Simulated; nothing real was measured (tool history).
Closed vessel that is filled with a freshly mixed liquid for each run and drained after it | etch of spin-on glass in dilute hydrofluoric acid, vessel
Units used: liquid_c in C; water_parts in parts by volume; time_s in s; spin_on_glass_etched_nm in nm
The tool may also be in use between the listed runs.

run  hour  liquid_c  water_parts  time_s  spin_on_glass_etched_nm
  1   0.0      21.0          120      95                   18.353
  2   1.6      21.0          160      95                   13.232
  3   7.6      21.5          160      95                   13.616
  4  14.9      18.0          160      95                   11.695
  5  19.7      18.0          160      95                   11.979
  6  22.3      19.0          160      95                   12.306
  7  28.0      20.0          160      95                   12.941
  8  30.4      20.5          160      95                   13.105
  9  38.3      21.0          160      95                   13.140

The next listed run, before its measurement:
 10  44.5      22.0          160      95                        ?

Run 10 yielded spin_on_glass_etched_nm 13.842 nm.
